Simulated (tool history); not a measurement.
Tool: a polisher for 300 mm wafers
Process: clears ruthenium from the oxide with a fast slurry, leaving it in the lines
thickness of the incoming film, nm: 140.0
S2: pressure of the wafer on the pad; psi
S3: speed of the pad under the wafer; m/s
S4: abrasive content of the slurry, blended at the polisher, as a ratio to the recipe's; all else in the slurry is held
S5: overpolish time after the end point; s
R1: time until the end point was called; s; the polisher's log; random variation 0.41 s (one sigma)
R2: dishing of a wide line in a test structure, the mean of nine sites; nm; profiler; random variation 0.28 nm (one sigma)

{"run": 1, "hour": 0.0, "flow of slurry (ml/min)": 220, "S2": 2.4, "S3": 0.84, "S4": 1, "S5": 11, "R1": 51.776, "R2": 22.05}
{"run": 2, "hour": 1.1, "flow of slurry (ml/min)": 195, "S2": 2.4, "S3": 0.84, "S4": 1, "S5": 11, "R1": 52.107, "R2": 21.203}
{"run": 3, "hour": 6.5, "flow of slurry (ml/min)": 185, "S2": 2.5, "S3": 0.84, "S4": 1, "S5": 10, "R1": 49.441, "R2": 21.091}
{"run": 4, "hour": 14.1, "flow of slurry (ml/min)": 180, "S2": 2.5, "S3": 0.86, "S4": 1, "S5": 9, "R1": 49.309, "R2": 18.121}
{"run": 5, "hour": 15.7, "flow of slurry (ml/min)": 180, "S2": 2.3, "S3": 0.86, "S4": 1, "S5": 9, "R1": 53.69, "R2": 16.93}
{"hour": 17.0, "done": "slurry blender recalibrated"}
{"run": 6, "hour": 17.0, "flow of slurry (ml/min)": 175, "S2": 2.4, "S3": 0.88, "S4": 0.95, "S5": 8, "R1": 46.358, "R2": 18.465}
{"run": 7, "hour": 20.6, "flow of slurry (ml/min)": 170, "S2": 2.5, "S3": 0.88, "S4": 1, "S5": 7, "R1": 43.197, "R2": 17.201}
{"run": 8, "hour": 21.8, "flow of slurry (ml/min)": 130, "S2": 2.7, "S3": 0.8, "S4": 1.25, "S5": 3, "R1": 41.093, "R2": 7.9596}
{"run": 9, "hour": 28.0, "flow of slurry (ml/min)": 135, "S2": 2.8, "S3": 0.8, "S4": 1.25, "S5": 3, "R1": 38.934, "R2": 8.0248}
{"run": 10, "hour": 32.9, "flow of slurry (ml/min)": 135, "S2": 2.8, "S3": 0.8, "S4": 1.2, "S5": 3, "R1": 39.216, "R2": 7.8823}

The next listed run, before its measurement:
{"run": 11, "hour": 36.8, "flow of slurry (ml/min)": 140, "S2": 2.8, "S3": 0.8, "S4": 1.15, "S5": 3, "R1": "?", "R2": "?"}

R1: 39.617 s
R2: 7.8366 nm

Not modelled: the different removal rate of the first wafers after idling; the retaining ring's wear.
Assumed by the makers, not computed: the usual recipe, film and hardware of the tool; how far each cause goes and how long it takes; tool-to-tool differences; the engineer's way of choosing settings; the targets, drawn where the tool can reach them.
